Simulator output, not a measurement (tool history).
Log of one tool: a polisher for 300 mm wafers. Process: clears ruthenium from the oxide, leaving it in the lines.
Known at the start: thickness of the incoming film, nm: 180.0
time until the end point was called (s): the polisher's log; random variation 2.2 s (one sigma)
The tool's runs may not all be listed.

| run | hour | flow of slurry (ml/min) | pressure of the wafer on the pad (kPa) | speed of the pad under the wafer (m/s) | overpolish time after the end point (s) | time until the end point was called (s) |
|---|---|---|---|---|---|---|
| 1 | 0 | 240 | 15.9 | 0.94 | 8 | 199.42 |
| 2 | 1 | 240 | 17.9 | 0.96 | 8 | 174.11 |
| 3 | 5.8 | 240 | 20 | 0.98 | 8 | 147.54 |
| 4 | 9.3 | 240 | 21.4 | 1 | 8 | 136.25 |
| 5 | 13.7 | 240 | 22.1 | 1 | 8 | 128.87 |
| 6 | 21.3 | 240 | 22.8 | 1 | 8 | 126.46 |

Run 7 comes next. What will it give?
| 7 | 29.9 | 240 | 22.8 | 1 | 8 | ? |

time until the end point was called (s): 122.53
